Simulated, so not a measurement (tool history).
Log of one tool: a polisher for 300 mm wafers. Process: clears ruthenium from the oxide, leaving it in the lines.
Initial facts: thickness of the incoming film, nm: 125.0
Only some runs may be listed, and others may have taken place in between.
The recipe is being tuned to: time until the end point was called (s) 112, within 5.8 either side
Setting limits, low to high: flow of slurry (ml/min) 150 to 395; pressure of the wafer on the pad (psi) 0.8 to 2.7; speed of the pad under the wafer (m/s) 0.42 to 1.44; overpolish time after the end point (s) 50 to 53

run  hour  flow of slurry (ml/min)  pressure of the wafer on the pad (psi)  speed of the pad under the wafer (m/s)  overpolish time after the end point (s)  time until the end point was called (s)
  1     0                      250                                     1.7                                    0.92                                       50                                   168.07
  2   8.4                      250                                     1.7                                       1                                       50                                   156.48
  3  17.1                      250                                     1.7                                       1                                       53                                   156.33
  4    24                      250                                     1.4                                       1                                       53                                   173.91
  5  25.1                      250                                     1.5                                       1                                       53                                   167.57
  6  29.5                      250                                     1.6                                       1                                       53                                   161.81
  7  30.8                      250                                     2.1                                    1.04                                       53                                   126.15
  8  35.5                      250                                     2.2                                    1.06                                       53                                   122.97
  9  36.2                      250                                     2.3                                    1.08                                       53                                   117.73
 10  40.6                      250                                     2.3                                    1.08                                       53                                   116.17

Pick the move, out of 5, that brings all results within their allowed miss; only one does.
  A    45                      260                                     2.1                                    1.08                                       50                                        ?
  B    45                      320                                     2.3                                    1.02                                       53                                        ?
  C    45                      295                                     2.5                                    1.08                                       50                                        ?
  D    45                      280                                     2.4                                       1                                       53                                        ?
  E    45                      180                                     2.2                                     1.1                                       50                                        ?

move  time until the end point was called (s)
   A                                   122.34
   B                                   119.34
   C                                   107.17
   D                                   119.44
   E                                   121.27
A: the biggest miss grows against the last run
B: the biggest miss grows against the last run
C: all results land within tolerance of their targets
D: the biggest miss grows against the last run
E: the biggest miss grows against the last run
Move C is the one to make.

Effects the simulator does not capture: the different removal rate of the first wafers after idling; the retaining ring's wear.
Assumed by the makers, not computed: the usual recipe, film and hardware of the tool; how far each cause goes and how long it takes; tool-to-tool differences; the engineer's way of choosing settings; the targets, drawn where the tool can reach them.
